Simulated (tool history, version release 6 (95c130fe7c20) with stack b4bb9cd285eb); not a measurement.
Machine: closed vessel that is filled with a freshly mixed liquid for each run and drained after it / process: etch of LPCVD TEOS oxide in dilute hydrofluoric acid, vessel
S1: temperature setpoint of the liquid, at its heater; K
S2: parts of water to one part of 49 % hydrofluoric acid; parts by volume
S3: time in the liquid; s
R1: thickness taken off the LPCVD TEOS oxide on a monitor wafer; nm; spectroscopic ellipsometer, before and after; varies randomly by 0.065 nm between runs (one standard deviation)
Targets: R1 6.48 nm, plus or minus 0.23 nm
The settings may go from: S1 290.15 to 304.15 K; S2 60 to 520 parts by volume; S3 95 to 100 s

Run 1, day 0: S1 296.15 K, S2 290 parts by volume, S3 95 s. Result: R1 11.006 nm.
Run 2, day 0.142: S1 296.15 K, S2 325 parts by volume, S3 95 s. Result: R1 9.3932 nm.
Run 3, day 0.425: S1 295.15 K, S2 330 parts by volume, S3 95 s. Result: R1 8.7763 nm.
Run 4, day 0.567: S1 295.15 K, S2 330 parts by volume, S3 100 s. Result: R1 9.3021 nm.
Run 5, day 0.742: S1 295.15 K, S2 380 parts by volume, S3 100 s. Result: R1 7.5855 nm.
Run 6, day 1.079: S1 295.15 K, S2 320 parts by volume, S3 100 s. Result: R1 9.6566 nm.
Run 7, day 1.333: S1 294.15 K, S2 325 parts by volume, S3 100 s. Result: R1 9.2998 nm.
Run 8, day 1.662: S1 293.65 K, S2 335 parts by volume, S3 100 s. Result: R1 8.6572 nm.

Exactly one of the 4 candidate moves below puts every result within its allowed miss. Which one?
Run A, day 1.992: S1 294.65 K, S2 470 parts by volume, S3 95 s. Result: R1 ?.
Run B, day 1.992: S1 290.15 K, S2 360 parts by volume, S3 100 s. Result: R1 ?.
Run C, day 1.992: S1 295.65 K, S2 310 parts by volume, S3 100 s. Result: R1 ?.
Run D, day 1.992: S1 300.65 K, S2 470 parts by volume, S3 95 s. Result: R1 ?.

move      R1
   A  5.4721
   B  7.0252
   C  10.382
   D  6.6096
A: pushes the last run's worst result past its target
B: better than the last run, though not everything is in spec
C: lands further from the targets than the last run did
D: meets every target
D is the move that brings every result within its allowed miss.
